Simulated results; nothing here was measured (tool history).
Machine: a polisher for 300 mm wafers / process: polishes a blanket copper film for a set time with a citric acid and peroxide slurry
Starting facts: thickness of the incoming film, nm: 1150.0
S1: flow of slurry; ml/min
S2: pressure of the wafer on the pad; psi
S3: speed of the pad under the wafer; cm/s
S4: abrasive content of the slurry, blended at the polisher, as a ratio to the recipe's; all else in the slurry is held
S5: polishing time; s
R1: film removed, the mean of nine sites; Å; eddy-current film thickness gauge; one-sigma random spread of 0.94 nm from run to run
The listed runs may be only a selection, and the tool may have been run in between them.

| run | hour | S1 | S2 | S3 | S4 | S5 | R1 |
|---|---|---|---|---|---|---|---|
| 1 | 0.0 | 305 | 3.0 | 100 | 1.0 | 43 | 854.49 |
| 2 | 1.7 | 305 | 2.8 | 100 | 1.0 | 43 | 800.06 |
| 3 | 9.6 | 305 | 2.8 | 100 | 1.0 | 39 | 732.89 |
| 4 | 15.5 | 305 | 3.3 | 100 | 1.0 | 39 | 823.78 |
| 5 | 16.9 | 305 | 3.1 | 98 | 1.0 | 39 | 801.58 |
| 6 | 25.8 | 305 | 3.1 | 120 | 1.0 | 39 | 951.23 |
| 7 | 30.2 | 305 | 2.8 | 118 | 1.0 | 39 | 867.69 |
| 8 | 37.6 | 305 | 2.6 | 116 | 1.0 | 39 | 788.54 |

For run 9, what comes out?
| 9 | 44.0 | 305 | 2.5 | 116 | 1.0 | 39 | ? |

{"run 9": {"R1": 779.51}}
